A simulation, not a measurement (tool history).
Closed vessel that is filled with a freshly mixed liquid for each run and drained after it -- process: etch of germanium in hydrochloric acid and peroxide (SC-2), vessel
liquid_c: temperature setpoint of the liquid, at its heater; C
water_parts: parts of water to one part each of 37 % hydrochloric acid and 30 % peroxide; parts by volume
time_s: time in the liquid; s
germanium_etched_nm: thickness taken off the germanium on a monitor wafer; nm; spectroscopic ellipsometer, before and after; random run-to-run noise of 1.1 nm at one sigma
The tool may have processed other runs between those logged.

run 1 hour=0 | liquid_c=60 water_parts=7.5 time_s=105 | germanium_etched_nm=229.81
run 2 hour=5.7 | liquid_c=58.5 water_parts=7.5 time_s=105 | germanium_etched_nm=224.01
run 3 hour=8 | liquid_c=58.5 water_parts=9 time_s=105 | germanium_etched_nm=219.25
run 4 hour=10 | liquid_c=58.5 water_parts=8 time_s=105 | germanium_etched_nm=220.09
run 5 hour=19.2 | liquid_c=58.5 water_parts=8 time_s=115 | germanium_etched_nm=240.77
run 6 hour=24.3 | liquid_c=57 water_parts=8 time_s=115 | germanium_etched_nm=232.76

The next listed run, before its measurement:
run 7 hour=32.2 | liquid_c=55.5 water_parts=8 time_s=115 | germanium_etched_nm=?

germanium_etched_nm: 219.6 nm
